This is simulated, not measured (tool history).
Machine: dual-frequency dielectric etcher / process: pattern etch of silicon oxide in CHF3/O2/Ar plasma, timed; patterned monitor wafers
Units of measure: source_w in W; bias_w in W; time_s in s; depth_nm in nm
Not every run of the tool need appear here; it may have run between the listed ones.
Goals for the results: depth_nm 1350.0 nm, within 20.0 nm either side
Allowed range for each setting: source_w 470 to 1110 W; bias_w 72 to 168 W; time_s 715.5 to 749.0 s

| run | hour | source_w | bias_w | time_s | depth_nm |
|---|---|---|---|---|---|
| 1 | 0.0 | 790 | 120 | 715.5 | 1543.1 |
| 2 | 5.7 | 790 | 132 | 715.5 | 1588.5 |
| 3 | 9.8 | 910 | 132 | 715.5 | 1694.0 |
| 4 | 14.7 | 910 | 120 | 715.5 | 1640.8 |
| 5 | 21.7 | 800 | 118 | 715.5 | 1539.1 |
| 6 | 29.2 | 800 | 131 | 715.5 | 1589.8 |
| 7 | 35.6 | 710 | 129 | 715.5 | 1488.1 |
| 8 | 43.0 | 670 | 128 | 715.5 | 1439.1 |
| 9 | 49.7 | 640 | 128 | 715.5 | 1402.9 |
| 10 | 58.5 | 620 | 128 | 715.5 | 1372.2 |

Which one of the following 5 next-run settings gets every result inside its allowed miss? There is exactly one.
| A | 67.3 | 510 | 141 | 743.0 | ? |
| B | 67.3 | 600 | 130 | 715.5 | ? |
| C | 67.3 | 560 | 114 | 737.5 | ? |
| D | 67.3 | 670 | 106 | 741.5 | ? |
| E | 67.3 | 580 | 104 | 737.0 | ? |

| move | depth_nm |
|---|---|
| A | 1317.0 |
| B | 1360.3 |
| C | 1300.6 |
| D | 1417.6 |
| E | 1294.2 |
A: takes the result that was furthest off past its target
B: every result lands within tolerance
C: takes the result that was furthest off past its target
D: misses by more than the last run did
E: takes the result that was furthest off past its target
B is the move that brings every result within its allowed miss.
